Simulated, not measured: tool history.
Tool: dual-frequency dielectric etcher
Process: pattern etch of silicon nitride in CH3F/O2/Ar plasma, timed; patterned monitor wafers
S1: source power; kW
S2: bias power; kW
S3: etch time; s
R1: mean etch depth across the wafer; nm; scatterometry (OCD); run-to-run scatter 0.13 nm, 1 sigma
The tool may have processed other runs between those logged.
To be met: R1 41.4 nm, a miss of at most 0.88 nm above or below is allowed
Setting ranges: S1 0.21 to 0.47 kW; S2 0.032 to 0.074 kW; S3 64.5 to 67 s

run	hour	S1	S2	S3	R1
1	0	0.34	0.053	64.5	36.869
2	1.3	0.3	0.053	64.5	35.438
3	6.8	0.25	0.053	64.5	33.6
4	11.5	0.29	0.055	64.5	35.835
# hour 17: bias power generator calibrated
5	17	0.34	0.055	64.5	36.641
6	20.3	0.34	0.06	64.5	38.288
7	21.6	0.35	0.061	64.5	39.121
8	27	0.36	0.062	64.5	39.642
9	33.6	0.37	0.062	64.5	40.033
10	34.1	0.38	0.062	64.5	40.443

Which one of the following 4 next-run settings gets every result inside its allowed miss? There is exactly one.
A	34.6	0.39	0.062	66	?
B	34.6	0.36	0.063	64.5	?
C	34.6	0.32	0.063	66	?
D	34.6	0.4	0.059	64.5	?

move	R1
A	41.547
B	39.972
C	39.536
D	39.908
A: meets every target
B: the biggest miss grows against the last run
C: the biggest miss grows against the last run
D: the biggest miss grows against the last run
Correct choice: A, which meets every target

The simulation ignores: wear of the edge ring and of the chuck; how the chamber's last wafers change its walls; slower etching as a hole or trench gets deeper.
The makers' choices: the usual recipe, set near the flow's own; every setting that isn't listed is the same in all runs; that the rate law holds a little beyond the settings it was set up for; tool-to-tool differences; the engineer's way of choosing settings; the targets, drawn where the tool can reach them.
